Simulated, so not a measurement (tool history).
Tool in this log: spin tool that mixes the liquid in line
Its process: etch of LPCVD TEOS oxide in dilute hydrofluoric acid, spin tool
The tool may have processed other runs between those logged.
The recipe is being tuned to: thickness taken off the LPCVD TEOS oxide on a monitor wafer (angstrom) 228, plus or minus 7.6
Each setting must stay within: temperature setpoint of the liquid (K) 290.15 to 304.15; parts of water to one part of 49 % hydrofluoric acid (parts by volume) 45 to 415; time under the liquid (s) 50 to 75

run	hour	temperature setpoint of the liquid (K)	parts of water to one part of 49 % hydrofluoric acid (parts by volume)	time under the liquid (s)	thickness taken off the LPCVD TEOS oxide on a monitor wafer (angstrom)
1	0	296.15	230	75	130.28
2	7.5	298.15	215	75	154.3
3	13.6	300.65	215	75	172.31
4	16	301.65	210	75	183.59
5	16.8	302.15	205	75	190.35
6	23.7	302.15	245	75	153.57
7	28.8	304.15	170	75	256.2
8	34.7	303.65	170	75	253.92
9	38.4	303.15	170	75	248.68
10	40.7	302.65	170	75	246.46
11	49.2	302.15	170	75	237.26
12	58.1	302.15	170	75	238.52

4 next moves are on the table. One of them brings every result within its allowed miss. Which?
A	67	298.65	105	50	?
B	67	304.15	190	75	?
C	67	301.65	165	75	?
D	67	301.65	160	75	?

move	thickness taken off the LPCVD TEOS oxide on a monitor wafer (angstrom)
A	242.76
B	222.66
C	241.67
D	250.7
A: its largest miss is bigger than the last run's
B: every result within its allowed miss
C: its largest miss is bigger than the last run's
D: its largest miss is bigger than the last run's
Correct choice: B, which meets every target

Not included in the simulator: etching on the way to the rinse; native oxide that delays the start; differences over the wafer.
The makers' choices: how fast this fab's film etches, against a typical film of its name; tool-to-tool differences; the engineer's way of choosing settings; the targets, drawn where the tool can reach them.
